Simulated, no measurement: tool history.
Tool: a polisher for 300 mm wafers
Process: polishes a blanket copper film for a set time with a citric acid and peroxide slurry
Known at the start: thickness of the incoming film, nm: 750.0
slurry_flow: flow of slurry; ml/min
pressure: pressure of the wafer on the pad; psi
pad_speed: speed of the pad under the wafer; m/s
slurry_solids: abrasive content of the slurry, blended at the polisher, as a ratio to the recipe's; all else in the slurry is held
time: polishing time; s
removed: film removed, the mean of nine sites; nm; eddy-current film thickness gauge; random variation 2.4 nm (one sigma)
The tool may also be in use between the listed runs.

run    day  slurry_flow  pressure  pad_speed  slurry_solids  time  removed
  1  0.000          300       2.4       0.82            1.0    72   128.50
  2  0.329          300       2.4       0.66            1.0    72   106.49
  3  0.683          300       2.7       0.70            1.0    72   124.09
  4  1.029          350       2.7       0.70            1.0    72   128.75
  5  1.342          355       2.9       0.72            1.0    72   137.54
  6  1.704          415       2.9       0.72            1.0    72   138.32
  7  1.842          415       3.1       0.74            1.0    72   154.54
  8  1.908          415       3.2       0.76            1.0    72   160.50

Forecast run 9:
  9  1.946          415       3.3       0.78            1.0    72        ?

{"run 9": {"removed": 171.84}}
